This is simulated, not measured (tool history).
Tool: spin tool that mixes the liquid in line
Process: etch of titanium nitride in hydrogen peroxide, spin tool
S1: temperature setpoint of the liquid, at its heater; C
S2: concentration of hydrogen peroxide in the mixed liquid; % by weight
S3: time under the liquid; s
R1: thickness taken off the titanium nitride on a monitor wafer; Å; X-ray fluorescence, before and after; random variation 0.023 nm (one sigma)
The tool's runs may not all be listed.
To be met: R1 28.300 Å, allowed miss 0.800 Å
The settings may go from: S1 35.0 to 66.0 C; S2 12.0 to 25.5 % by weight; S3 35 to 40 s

run	day	S1	S2	S3	R1
1	0.000	51.0	17.5	40	27.308
2	0.096	48.5	17.5	40	22.626
3	0.383	48.5	17.5	35	20.168
4	0.638	49.5	17.5	35	21.600
5	0.812	47.0	17.5	35	17.948
6	1.125	48.5	17.5	35	19.950
7	1.325	49.5	17.5	35	21.308
8	1.433	50.5	17.5	35	22.971
9	1.579	51.5	17.5	35	24.837
10	1.808	52.0	17.5	35	25.848
11	2.033	52.5	17.5	35	26.938
# day 2.092: heated supply line repaired
12	2.092	53.0	17.5	35	35.799
13	2.375	52.5	17.5	35	35.095
14	2.529	52.0	17.5	35	33.531
15	2.592	51.5	17.5	35	32.375
16	2.842	51.0	17.5	35	31.225
17	2.929	50.5	17.5	35	30.128

5 next moves are on the table. One of them brings every result within its allowed miss. Which?
A	3.017	51.0	17.0	35	?
B	3.017	51.5	21.0	35	?
C	3.017	51.5	19.5	35	?
D	3.017	50.0	17.0	40	?
E	3.017	49.0	22.0	35	?

move	R1
A	30.989
B	33.602
C	33.072
D	32.956
E	28.341
A: further off than the last run
B: further off than the last run
C: further off than the last run
D: further off than the last run
E: meets every target
Answer: E

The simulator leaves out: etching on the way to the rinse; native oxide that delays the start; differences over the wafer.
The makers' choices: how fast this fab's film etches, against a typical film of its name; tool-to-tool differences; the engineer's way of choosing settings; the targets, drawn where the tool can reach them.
